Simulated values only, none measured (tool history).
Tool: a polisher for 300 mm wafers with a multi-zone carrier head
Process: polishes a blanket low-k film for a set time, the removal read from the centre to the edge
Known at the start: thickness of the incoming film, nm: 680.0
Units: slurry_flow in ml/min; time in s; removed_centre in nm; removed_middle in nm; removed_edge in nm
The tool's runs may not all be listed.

run,hour,slurry_flow,centre_zone,middle_zone,edge_zone,slurry_solids,time,removed_centre,removed_middle,removed_edge
1,0.0,315,1.00,1.00,1.00,1.00,57,21.766,22.020,22.048
2,6.8,315,1.00,1.00,1.06,1.00,57,21.580,22.316,22.825
3,10.8,315,1.00,1.00,1.06,1.20,57,23.700,24.026,24.873
4,14.2,315,1.00,1.00,1.06,1.35,57,25.081,25.433,26.368
5,22.0,315,1.01,1.00,1.04,1.25,57,24.335,24.685,24.979
6,27.3,315,1.01,1.04,1.04,1.25,57,24.256,24.859,24.970
7,35.7,315,1.02,1.03,1.03,1.15,56,23.205,22.883,23.742
8,37.2,340,1.10,1.13,0.93,0.90,48,18.560,19.054,16.740

Run 9 comes next. What will it give?
9,45.0,340,1.10,1.11,0.93,0.90,48,?,?,?

removed_centre: 19.114 nm
removed_middle: 19.015 nm
removed_edge: 16.826 nm
